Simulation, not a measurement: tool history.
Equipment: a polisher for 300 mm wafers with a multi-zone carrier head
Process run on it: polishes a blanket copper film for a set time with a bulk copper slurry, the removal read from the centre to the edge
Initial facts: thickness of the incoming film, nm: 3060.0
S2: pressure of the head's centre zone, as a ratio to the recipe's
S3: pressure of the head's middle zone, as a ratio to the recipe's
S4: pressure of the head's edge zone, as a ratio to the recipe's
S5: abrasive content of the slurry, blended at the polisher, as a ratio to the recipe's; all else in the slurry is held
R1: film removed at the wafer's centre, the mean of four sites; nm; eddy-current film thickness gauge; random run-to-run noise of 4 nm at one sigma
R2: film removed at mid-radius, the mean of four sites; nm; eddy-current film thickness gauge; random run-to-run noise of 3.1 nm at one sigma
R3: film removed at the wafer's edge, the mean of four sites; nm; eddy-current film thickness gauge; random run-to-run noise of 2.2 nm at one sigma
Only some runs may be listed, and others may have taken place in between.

{"run": 1, "hour": 0.0, "flow of slurry (ml/min)": 305, "S2": 1, "S3": 1, "S4": 1, "S5": 1, "polishing time (s)": 56, "R1": 513.41, "R2": 505.44, "R3": 503.54}
{"run": 2, "hour": 5.8, "flow of slurry (ml/min)": 300, "S2": 0.97, "S3": 1.01, "S4": 0.96, "S5": 0.85, "polishing time (s)": 50, "R1": 437.27, "R2": 426.29, "R3": 419}
{"run": 3, "hour": 13.0, "flow of slurry (ml/min)": 300, "S2": 0.97, "S3": 1.07, "S4": 0.96, "S5": 0.85, "polishing time (s)": 50, "R1": 420.31, "R2": 449.05, "R3": 420.72}
{"run": 4, "hour": 17.2, "flow of slurry (ml/min)": 295, "S2": 0.93, "S3": 1.08, "S4": 0.93, "S5": 0.75, "polishing time (s)": 47, "R1": 382.03, "R2": 411.22, "R3": 371.07}
{"run": 5, "hour": 22.1, "flow of slurry (ml/min)": 295, "S2": 0.93, "S3": 1.08, "S4": 0.86, "S5": 0.75, "polishing time (s)": 47, "R1": 382.21, "R2": 416.49, "R3": 365.49}
{"run": 6, "hour": 23.9, "flow of slurry (ml/min)": 295, "S2": 0.93, "S3": 1.03, "S4": 0.86, "S5": 0.75, "polishing time (s)": 47, "R1": 368.26, "R2": 397.23, "R3": 359.98}
{"run": 7, "hour": 28.9, "flow of slurry (ml/min)": 290, "S2": 0.9, "S3": 1.02, "S4": 0.85, "S5": 0.65, "polishing time (s)": 46, "R1": 349.85, "R2": 369.31, "R3": 342.15}

Expected results for the next run?
{"run": 8, "hour": 36.0, "flow of slurry (ml/min)": 285, "S2": 0.87, "S3": 1.03, "S4": 0.84, "S5": 0.6, "polishing time (s)": 44, "R1": "?", "R2": "?", "R3": "?"}

Run 8 came out at R1 317.73 nm, R2 354.73 nm, R3 316.89 nm.
